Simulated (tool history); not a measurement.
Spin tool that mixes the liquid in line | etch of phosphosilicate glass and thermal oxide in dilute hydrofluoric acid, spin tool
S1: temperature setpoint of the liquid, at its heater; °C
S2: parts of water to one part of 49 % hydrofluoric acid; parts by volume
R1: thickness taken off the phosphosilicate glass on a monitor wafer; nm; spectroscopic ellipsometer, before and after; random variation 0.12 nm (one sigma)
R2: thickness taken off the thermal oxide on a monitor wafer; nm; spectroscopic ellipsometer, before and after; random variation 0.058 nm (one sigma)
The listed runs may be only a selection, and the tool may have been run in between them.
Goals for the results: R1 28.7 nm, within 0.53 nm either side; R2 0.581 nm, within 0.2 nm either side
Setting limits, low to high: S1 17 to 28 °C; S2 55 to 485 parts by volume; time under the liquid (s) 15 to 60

Run 1, hour 0: S1 20 °C, S2 270 parts by volume, time under the liquid (s) 30. Result: R1 14.857 nm, R2 0.25522 nm.
Run 2, hour 4.8: S1 22 °C, S2 270 parts by volume, time under the liquid (s) 30. Result: R1 15.913 nm, R2 0.27315 nm.
Run 3, hour 8.3: S1 23.5 °C, S2 270 parts by volume, time under the liquid (s) 30. Result: R1 16.787 nm, R2 0.36909 nm.
Run 4, hour 14.4: S1 23.5 °C, S2 200 parts by volume, time under the liquid (s) 30. Result: R1 24.426 nm, R2 0.54176 nm.
Run 5, hour 18.3: S1 23.5 °C, S2 200 parts by volume, time under the liquid (s) 40. Result: R1 32.729 nm, R2 0.78678 nm.
Run 6, hour 23: S1 23.5 °C, S2 160 parts by volume, time under the liquid (s) 40. Result: R1 43.067 nm, R2 0.73812 nm.
Run 7, hour 28.9: S1 23 °C, S2 175 parts by volume, time under the liquid (s) 40. Result: R1 38.02 nm, R2 0.70894 nm.
Run 8, hour 37.8: S1 19 °C, S2 175 parts by volume, time under the liquid (s) 40. Result: R1 32.679 nm, R2 0.6344 nm.
Run 9, hour 41.4: S1 18.5 °C, S2 180 parts by volume, time under the liquid (s) 40. Result: R1 30.665 nm, R2 0.63635 nm.

Exercise: of the 4 proposed moves below, exactly one satisfies all targets within the stated allowed misses. Which move is it?
Run A, hour 45: S1 17.5 °C, S2 185 parts by volume, time under the liquid (s) 40. Result: R1 ?, R2 ?.
Run B, hour 45: S1 17 °C, S2 210 parts by volume, time under the liquid (s) 45. Result: R1 ?, R2 ?.
Run C, hour 45: S1 17 °C, S2 245 parts by volume, time under the liquid (s) 55. Result: R1 ?, R2 ?.
Run D, hour 45: S1 17 °C, S2 190 parts by volume, time under the liquid (s) 40. Result: R1 ?, R2 ?.

move      R1       R2
   A  28.615  0.66382
   B  27.108  0.62884
   C  27.439  0.63652
   D  27.177  0.63044
A: hits every target within its allowed miss
B: moves the result that the last run missed by most past its target, out the other side
C: moves the result that the last run missed by most past its target, out the other side
D: moves the result that the last run missed by most past its target, out the other side
So the answer is move A, the one that meets all the targets.

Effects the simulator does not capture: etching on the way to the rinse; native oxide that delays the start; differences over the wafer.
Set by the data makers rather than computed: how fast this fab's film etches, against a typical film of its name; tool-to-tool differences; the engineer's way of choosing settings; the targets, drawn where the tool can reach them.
